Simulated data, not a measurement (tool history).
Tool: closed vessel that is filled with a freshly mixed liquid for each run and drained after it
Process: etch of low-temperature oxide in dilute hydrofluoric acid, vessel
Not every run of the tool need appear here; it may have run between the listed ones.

run	day	temperature setpoint of the liquid (K)	parts of water to one part of 49 % hydrofluoric acid (parts by volume)	time in the liquid (s)	thickness taken off the low-temperature oxide on a monitor wafer (angstrom)
1	0.000	297.15	180	970	585.26
2	0.058	297.15	120	970	943.92
3	0.258	297.15	120	970	941.00
4	0.588	298.65	120	970	1001.30
5	0.692	296.15	120	970	920.98
6	0.992	296.15	85	970	1327.60
7	1.062	295.15	90	970	1201.50
8	1.417	294.15	90	970	1155.30

Estimate the outcome of run 9 from the log above:
9	1.538	294.15	90	970	?

thickness taken off the low-temperature oxide on a monitor wafer (angstrom): 1151.30

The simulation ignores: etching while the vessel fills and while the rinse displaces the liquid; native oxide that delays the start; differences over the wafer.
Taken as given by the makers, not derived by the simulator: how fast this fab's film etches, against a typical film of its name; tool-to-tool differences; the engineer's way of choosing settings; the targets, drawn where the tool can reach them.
